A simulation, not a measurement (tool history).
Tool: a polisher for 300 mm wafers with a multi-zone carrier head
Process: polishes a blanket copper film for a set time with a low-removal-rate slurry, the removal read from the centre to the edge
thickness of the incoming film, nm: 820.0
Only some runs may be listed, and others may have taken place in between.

| run | hour | flow of slurry (ml/min) | pressure of the head's centre zone | pressure of the head's middle zone | pressure of the head's edge zone | abrasive content of the slurry | polishing time (s) | film removed at the wafer's centre (angstrom) | film removed at mid-radius (angstrom) | film removed at the wafer's edge (angstrom) |
|---|---|---|---|---|---|---|---|---|---|---|
| 1 | 0 | 140 | 1 | 1 | 1 | 1 | 80 | 2028.6 | 2015 | 2000.7 |
| 2 | 4.4 | 140 | 1 | 1.07 | 1 | 1 | 80 | 2037.6 | 2144.1 | 2016.1 |
| 3 | 11.1 | 140 | 1 | 1.07 | 1 | 1 | 64 | 1634.5 | 1723.2 | 1617.3 |
| 4 | 14.8 | 145 | 1.01 | 1.07 | 1.04 | 1.1 | 71 | 1907.4 | 1978.4 | 1807.9 |
| 5 | 18.6 | 140 | 0.99 | 1.04 | 1.03 | 1.15 | 80 | 2108.8 | 2165.7 | 2114.4 |
| 6 | 20.4 | 140 | 0.99 | 1.04 | 1.03 | 1.15 | 67 | 1773.8 | 1837 | 1753.3 |
| 7 | 23.9 | 135 | 0.99 | 1.03 | 1.03 | 1.2 | 75 | 1948.1 | 2015.7 | 1988.1 |

For run 8, what comes out?
| 8 | 29.7 | 160 | 1.08 | 1.07 | 1.12 | 1.45 | 97 | ? | ? | ? |

{"run 8": {"film removed at the wafer's centre (angstrom)": 2976.1, "film removed at mid-radius (angstrom)": 2916.8, "film removed at the wafer's edge (angstrom)": 2796.8}}
